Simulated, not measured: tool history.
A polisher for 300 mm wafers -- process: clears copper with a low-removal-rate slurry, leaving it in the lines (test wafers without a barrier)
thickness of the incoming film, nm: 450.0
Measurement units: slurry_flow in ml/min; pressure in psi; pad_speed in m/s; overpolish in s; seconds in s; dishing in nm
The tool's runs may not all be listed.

run    day  slurry_flow  pressure  pad_speed  slurry_solids  overpolish  seconds  dishing
  1      0          195       2.8       1.24              1          23   144.57   46.616
  2    0.3          195       2.8       1.48              1          23   122.62   52.044
  3  0.433          175       2.8       1.48              1          23   123.32   51.838
  4  0.638          175       2.4       1.34              1          25   162.07   46.389
  5  0.688          170       2.1       1.28              1          25   188.63   39.574
  6  0.817          165       1.9       1.22              1          26   220.62   35.796
  7  1.092          140       1.3       1.12              1          32   343.52   27.779
  8  1.317          150       1.3       1.12              1          32   342.06   29.158
  9  1.412          160       1.3       1.12              1          32   338.12   28.764

The next listed run, before its measurement:
 10  1.508          165       1.3       1.12              1          32        ?        ?

seconds: 335.22 s
dishing: 29.463 nm
